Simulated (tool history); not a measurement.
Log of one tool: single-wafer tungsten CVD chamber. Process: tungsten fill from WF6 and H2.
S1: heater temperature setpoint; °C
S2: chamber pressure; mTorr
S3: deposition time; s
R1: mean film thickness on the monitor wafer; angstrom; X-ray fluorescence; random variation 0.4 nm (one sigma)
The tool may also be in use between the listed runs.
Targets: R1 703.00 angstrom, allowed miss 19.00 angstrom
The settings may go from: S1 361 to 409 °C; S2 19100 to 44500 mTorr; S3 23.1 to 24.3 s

run,hour,S1,S2,S3,R1
1,0.0,385,31800,24.3,565.57
2,3.4,389,32000,24.3,601.02
3,4.1,389,32000,24.3,606.84
4,10.1,392,32100,24.3,639.35
5,18.6,387,32100,24.3,582.72
6,24.4,390,32300,24.3,623.38
7,32.5,392,32400,24.3,646.85
8,37.9,393,32500,24.3,650.59

Which of these 5 next moves meets every target?
A,43.3,388,33400,24.1,?
B,43.3,389,32000,23.1,?
C,43.3,402,28200,24.3,?
D,43.3,403,29500,24.3,?
E,43.3,397,41800,23.1,?

move,R1
A,602.43
B,573.36
C,699.43
D,730.40
E,764.07
A: further off than the last run
B: further off than the last run
C: meets every target
D: takes the result that was furthest off past its target
E: takes the result that was furthest off past its target
Answer: C
